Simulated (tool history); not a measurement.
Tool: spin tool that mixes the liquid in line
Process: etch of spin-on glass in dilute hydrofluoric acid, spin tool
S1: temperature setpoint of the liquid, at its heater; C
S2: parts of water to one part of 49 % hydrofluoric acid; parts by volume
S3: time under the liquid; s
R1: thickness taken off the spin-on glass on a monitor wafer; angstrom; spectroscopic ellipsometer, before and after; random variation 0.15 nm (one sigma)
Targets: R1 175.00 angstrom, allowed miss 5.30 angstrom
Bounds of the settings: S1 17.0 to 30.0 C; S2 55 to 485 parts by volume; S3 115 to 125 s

run,hour,S1,S2,S3,R1
1,0.0,22.0,270,115,139.02
2,2.3,23.0,270,115,142.32
3,4.8,24.0,270,115,149.21
4,7.0,21.0,270,115,132.80
5,14.1,21.0,270,115,135.50
6,21.5,22.5,270,115,140.17
7,26.2,23.5,270,115,145.16
8,33.9,24.5,270,115,150.64
9,42.2,25.5,270,115,157.98
10,47.5,26.0,270,115,160.02
11,51.7,26.5,270,115,162.92
12,53.4,27.0,270,115,165.13
13,54.8,27.5,270,115,169.47

5 next moves are on the table. One of them brings every result within its allowed miss. Which?
A,56.2,25.5,265,115,?
B,56.2,25.0,245,115,?
C,56.2,29.0,285,115,?
D,56.2,27.0,270,115,?
E,56.2,28.5,280,115,?

move,R1
A,159.48
B,173.06
C,163.43
D,163.96
E,164.52
A: further off than the last run
B: meets every target
C: further off than the last run
D: further off than the last run
E: further off than the last run
The right move is B.

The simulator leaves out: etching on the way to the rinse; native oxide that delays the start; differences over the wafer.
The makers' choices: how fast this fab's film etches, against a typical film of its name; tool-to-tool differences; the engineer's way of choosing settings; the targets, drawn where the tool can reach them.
